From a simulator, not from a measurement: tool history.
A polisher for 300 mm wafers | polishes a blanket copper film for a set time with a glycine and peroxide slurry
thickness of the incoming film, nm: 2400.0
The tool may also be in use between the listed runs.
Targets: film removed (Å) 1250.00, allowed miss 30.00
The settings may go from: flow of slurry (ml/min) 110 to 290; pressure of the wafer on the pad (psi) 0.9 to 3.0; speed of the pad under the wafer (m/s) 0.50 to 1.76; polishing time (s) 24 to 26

run	hour	flow of slurry (ml/min)	pressure of the wafer on the pad (psi)	speed of the pad under the wafer (m/s)	polishing time (s)	film removed (Å)
1	0.0	185	1.9	1.12	26	973.05
2	1.8	225	1.9	1.12	26	1000.50
3	9.6	265	1.9	1.12	26	1006.60
4	14.1	265	2.0	1.12	26	1050.60
5	16.8	290	2.0	1.12	26	1062.10
6	25.6	290	2.1	1.12	26	1102.70
7	29.6	290	2.3	1.12	26	1184.60
8	38.1	290	2.3	1.12	26	1176.00

4 next moves are on the table. One of them brings every result within its allowed miss. Which?
A	46.6	280	2.2	1.18	26	?
B	46.6	235	2.5	1.20	25	?
C	46.6	255	2.1	1.30	24	?
D	46.6	240	2.2	1.26	25	?

move	film removed (Å)
A	1194.50
B	1269.60
C	1129.20
D	1186.80
A: nearer than the last run, and not there yet
B: meets every target
C: further off than the last run
D: nearer than the last run, and not there yet
The right move is B.
